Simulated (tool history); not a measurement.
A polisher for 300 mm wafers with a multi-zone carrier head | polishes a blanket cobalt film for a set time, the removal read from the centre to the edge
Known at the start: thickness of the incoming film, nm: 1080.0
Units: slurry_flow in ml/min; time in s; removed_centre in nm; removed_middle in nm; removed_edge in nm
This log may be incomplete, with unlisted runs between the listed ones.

| run | hour | slurry_flow | centre_zone | middle_zone | edge_zone | time | removed_centre | removed_middle | removed_edge |
|---|---|---|---|---|---|---|---|---|---|
| 1 | 0.0 | 245 | 1.00 | 1.00 | 1.00 | 56 | 251.93 | 253.61 | 260.46 |
| 2 | 6.4 | 250 | 1.01 | 1.02 | 1.01 | 58 | 268.02 | 257.35 | 266.65 |
| 3 | 11.3 | 250 | 0.96 | 1.02 | 1.01 | 58 | 252.39 | 260.05 | 262.22 |
| 4 | 13.9 | 250 | 0.96 | 1.03 | 1.00 | 60 | 258.62 | 273.72 | 273.03 |
| 5 | 21.7 | 250 | 0.96 | 1.08 | 1.00 | 60 | 256.85 | 278.72 | 273.60 |
| 6 | 28.4 | 295 | 0.96 | 1.08 | 1.00 | 60 | 261.23 | 287.51 | 281.79 |

Estimate the outcome of run 7 from the log above:
| 7 | 33.0 | 300 | 0.98 | 1.09 | 0.99 | 62 | ? | ? | ? |

For run 7 the tool returned removed_centre 279.73 nm, removed_middle 302.79 nm, removed_edge 287.71 nm.
